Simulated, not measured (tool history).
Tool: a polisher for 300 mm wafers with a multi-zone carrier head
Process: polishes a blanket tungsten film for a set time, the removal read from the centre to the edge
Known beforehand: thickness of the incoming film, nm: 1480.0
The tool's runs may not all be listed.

run,hour,flow of slurry (ml/min),pressure of the head's centre zone,pressure of the head's middle zone,pressure of the head's edge zone,abrasive content of the slurry,polishing time (s),film removed at the wafer's centre (nm),film removed at mid-radius (nm),film removed at the wafer's edge (nm)
1,0.0,175,1.00,1.00,1.00,1.00,52,247.05,251.34,252.29
2,3.3,170,0.98,1.00,0.97,0.85,47,206.06,220.14,216.82
3,7.9,170,0.98,1.00,1.03,0.85,47,211.66,216.61,225.72
4,14.9,170,0.97,0.99,0.99,0.75,43,188.73,189.68,193.59
5,15.6,150,0.97,0.99,0.99,0.75,43,181.77,186.81,190.82
6,16.9,145,0.95,0.98,0.95,0.70,42,172.32,180.38,181.78
7,22.5,145,0.94,0.98,0.93,0.65,40,158.49,165.58,170.22

The next listed run, before its measurement:
8,28.3,140,0.94,0.99,0.91,0.60,39,?,?,?

film removed at the wafer's centre (nm): 153.37
film removed at mid-radius (nm): 163.48
film removed at the wafer's edge (nm): 163.31

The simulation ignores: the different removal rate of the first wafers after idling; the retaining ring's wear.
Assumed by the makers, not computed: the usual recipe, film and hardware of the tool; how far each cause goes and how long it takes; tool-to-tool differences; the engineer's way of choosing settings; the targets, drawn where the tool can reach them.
